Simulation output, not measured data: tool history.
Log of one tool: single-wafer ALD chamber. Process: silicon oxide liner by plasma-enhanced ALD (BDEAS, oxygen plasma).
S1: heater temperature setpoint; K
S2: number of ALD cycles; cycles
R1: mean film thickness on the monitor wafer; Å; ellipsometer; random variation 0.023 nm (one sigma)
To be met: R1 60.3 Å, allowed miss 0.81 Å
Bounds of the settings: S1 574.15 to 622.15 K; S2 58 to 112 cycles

run	hour	S1	S2	R1
1	0	598.15	85	78.258
2	2.7	598.15	94	86.218
3	10.8	598.15	85	78.107
4	17.9	598.15	78	71.941
5	20.3	599.15	75	68.595
6	22.9	599.15	81	74.01
7	29.1	599.15	81	74.121
8	32.3	599.15	81	73.992
9	34	602.15	78	70.93
10	42.5	609.15	64	58.21
11	49.6	607.15	64	58.129
12	52.2	605.15	64	58.511
13	53.5	603.15	64	58
14	60.6	603.15	65	59.316
15	68.4	602.15	65	59.714
16	71.6	601.15	65	59.222

4 next moves are on the table. One of them brings every result within its allowed miss. Which?
A	74.8	597.15	64	?
B	74.8	607.15	63	?
C	74.8	591.15	65	?
D	74.8	588.15	62	?

move	R1
A	58.714
B	57.061
C	60.087
D	57.531
A: further off than the last run
B: further off than the last run
C: meets every target
D: further off than the last run
The right move is C.
